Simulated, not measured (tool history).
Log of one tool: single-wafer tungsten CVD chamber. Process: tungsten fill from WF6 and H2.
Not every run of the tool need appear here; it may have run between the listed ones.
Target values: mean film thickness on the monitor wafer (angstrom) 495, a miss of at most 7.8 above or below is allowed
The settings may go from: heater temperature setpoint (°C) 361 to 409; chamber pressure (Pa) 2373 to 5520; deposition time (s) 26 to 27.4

| run | day | heater temperature setpoint (°C) | chamber pressure (Pa) | deposition time (s) | mean film thickness on the monitor wafer (angstrom) |
|---|---|---|---|---|---|
| 1 | 0 | 385 | 3946 | 27.4 | 570.53 |
| 2 | 0.062 | 383 | 3946 | 27.4 | 544.22 |
| 3 | 0.392 | 373 | 3946 | 27.4 | 429.77 |
| 4 | 0.754 | 373 | 3946 | 27.4 | 430.75 |
| 5 | 0.792 | 375 | 3946 | 27.4 | 451 |
| 6 | 0.846 | 376 | 3946 | 27.4 | 461.62 |
| 7 | 0.933 | 377 | 3946 | 27.4 | 473.63 |
| 8 | 1.033 | 378 | 3946 | 27.4 | 485.49 |

Exercise: of the 4 proposed moves below, exactly one satisfies all targets within the stated allowed misses. Which move is it?
| A | 1.133 | 379 | 3746 | 26.7 | ? |
| B | 1.133 | 382 | 3640 | 26.1 | ? |
| C | 1.133 | 381 | 3093 | 27.4 | ? |
| D | 1.133 | 381 | 3440 | 26 | ? |

| move | mean film thickness on the monitor wafer (angstrom) |
|---|---|
| A | 473.12 |
| B | 490.84 |
| C | 477.31 |
| D | 468.91 |
A: misses by more than the last run did
B: all results land within tolerance of their targets
C: misses by more than the last run did
D: misses by more than the last run did
B is the move that brings every result within its allowed miss.
